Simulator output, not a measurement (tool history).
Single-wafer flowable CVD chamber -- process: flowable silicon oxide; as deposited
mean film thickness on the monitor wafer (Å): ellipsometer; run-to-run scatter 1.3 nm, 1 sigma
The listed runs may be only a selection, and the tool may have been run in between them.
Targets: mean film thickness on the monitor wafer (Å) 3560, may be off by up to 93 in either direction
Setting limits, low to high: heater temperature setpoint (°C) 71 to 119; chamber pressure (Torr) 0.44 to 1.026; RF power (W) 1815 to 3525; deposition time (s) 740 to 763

run  hour  heater temperature setpoint (°C)  chamber pressure (Torr)  RF power (W)  deposition time (s)  mean film thickness on the monitor wafer (Å)
  1     0                                95                    0.733          2670                  740                                        5150.6
  2   7.4                                95                    0.676          2670                  740                                        4777.6
  3  16.5                                95                    0.676          2385                  740                                        4666.3
  4  24.5                                97                    0.676          2385                  740                                        4382.2
  5  25.9                                98                    0.676          2385                  740                                        4194.8
  6  34.5                                99                    0.676          2385                  740                                        4077.4
  7  42.7                               100                    0.676          2385                  740                                        3950.1
  8  49.8                               101                    0.676          2385                  740                                        3799.7
  9  54.9                               102                    0.676          2385                  740                                        3693.5

Consider the 4 candidate settings below. Which is the only one whose results all fall within their allowed miss of target?
  A    60                               103                    0.706          2340                  756                                             ?
  B    60                               101                    0.657          2355                  744                                             ?
  C    60                               109                    0.786          2630                  761                                             ?
  D    60                               104                    0.733          2145                  763                                             ?

move  mean film thickness on the monitor wafer (Å)
   A                                        3796.7
   B                                        3738.1
   C                                        3542.6
   D                                        3756.3
A: moves away from the targets compared with the last run
B: moves away from the targets compared with the last run
C: every result lands within tolerance
D: moves away from the targets compared with the last run
The move that meets every target is C.
